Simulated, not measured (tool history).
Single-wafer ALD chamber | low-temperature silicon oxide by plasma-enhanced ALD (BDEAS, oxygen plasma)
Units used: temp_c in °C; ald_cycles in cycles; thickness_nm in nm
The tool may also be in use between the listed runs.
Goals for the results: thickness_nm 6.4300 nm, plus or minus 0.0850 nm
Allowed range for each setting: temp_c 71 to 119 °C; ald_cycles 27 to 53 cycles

run  hour  temp_c  ald_cycles  thickness_nm
  1   0.0      95          40        5.7114
  2   2.7      89          41        5.9943
  3   9.5      85          41        6.0887
  4  15.9      93          41        5.9020
  5  23.5     102          41        5.6991
  6  25.9     102          36        5.0122
  7  34.2      90          42        6.1105
  8  38.4      87          42        6.1902

Which of these 4 next moves meets every target?
  A  42.6      81          41             ?
  B  42.6      91          43             ?
  C  42.6      82          43             ?
  D  42.6      72          42             ?

move  thickness_nm
   A        6.1741
   B        6.2275
   C        6.4505
   D        6.5425
A: the biggest miss grows against the last run
B: closer than the last run, but not yet in spec
C: every result within its allowed miss
D: pushes the last run's worst result past its target
Correct choice: C, which meets every target

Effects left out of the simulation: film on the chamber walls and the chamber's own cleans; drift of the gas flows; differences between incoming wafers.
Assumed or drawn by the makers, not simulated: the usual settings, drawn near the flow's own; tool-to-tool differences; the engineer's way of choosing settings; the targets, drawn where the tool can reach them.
